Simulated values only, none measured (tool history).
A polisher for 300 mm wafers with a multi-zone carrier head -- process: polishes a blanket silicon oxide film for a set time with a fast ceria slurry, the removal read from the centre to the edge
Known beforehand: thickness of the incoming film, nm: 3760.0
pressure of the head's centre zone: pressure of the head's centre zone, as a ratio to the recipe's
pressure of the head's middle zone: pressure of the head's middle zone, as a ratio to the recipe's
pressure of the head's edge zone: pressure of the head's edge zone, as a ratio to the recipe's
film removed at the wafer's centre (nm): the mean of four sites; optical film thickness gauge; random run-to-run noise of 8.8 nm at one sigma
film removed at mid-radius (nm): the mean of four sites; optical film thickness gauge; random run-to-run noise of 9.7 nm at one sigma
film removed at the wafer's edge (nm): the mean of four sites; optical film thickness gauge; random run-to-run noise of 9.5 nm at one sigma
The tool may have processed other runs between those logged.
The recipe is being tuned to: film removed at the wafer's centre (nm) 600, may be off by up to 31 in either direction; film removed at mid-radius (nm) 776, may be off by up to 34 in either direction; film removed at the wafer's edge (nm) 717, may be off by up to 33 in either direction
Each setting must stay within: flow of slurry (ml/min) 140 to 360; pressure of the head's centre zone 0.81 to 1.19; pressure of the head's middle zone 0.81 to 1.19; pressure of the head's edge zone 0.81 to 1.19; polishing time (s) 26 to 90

run,day,flow of slurry (ml/min),pressure of the head's centre zone,pressure of the head's middle zone,pressure of the head's edge zone,polishing time (s),film removed at the wafer's centre (nm),film removed at mid-radius (nm),film removed at the wafer's edge (nm)
1,0,230,1,1,1,58,1175.9,1185,1193.4
2,0.25,230,1,1,1.04,58,1189.4,1160.7,1206.8
3,0.504,230,1,1,0.98,58,1184.1,1145.4,1163
4,0.571,230,1,1,0.98,63,1269.6,1254.9,1273.8
5,0.7,215,0.95,1.02,0.98,55,1081.8,1117,1106.9
6,0.746,215,1.01,1.02,0.98,55,1139.6,1139,1095.2
7,0.829,200,0.96,1.05,1.02,47,904.44,988.18,939.69
8,0.896,175,0.86,1.07,1,32,539.31,665.7,618.08
9,0.967,190,0.86,1.09,1.03,32,539.45,669.87,657.37
10,1.075,190,0.86,1.09,1.03,32,547.72,684.97,649.53

4 candidate next runs follow, results not yet known. Just one meets every target within its allowed miss. Identify it.
A,1.183,140,0.91,1.1,1.05,31,?,?,?
B,1.183,210,0.88,1.17,1.12,34,?,?,?
C,1.183,190,0.84,1.03,1.06,29,?,?,?
D,1.183,170,0.94,0.87,1.18,31,?,?,?

move,film removed at the wafer's centre (nm),film removed at mid-radius (nm),film removed at the wafer's edge (nm)
A,534.22,635.24,621.93
B,606.69,780.52,735.66
C,486.04,589.3,605.53
D,571,537.93,677.19
A: moves away from the targets compared with the last run
B: every result within its allowed miss
C: moves away from the targets compared with the last run
D: moves away from the targets compared with the last run
Answer: B
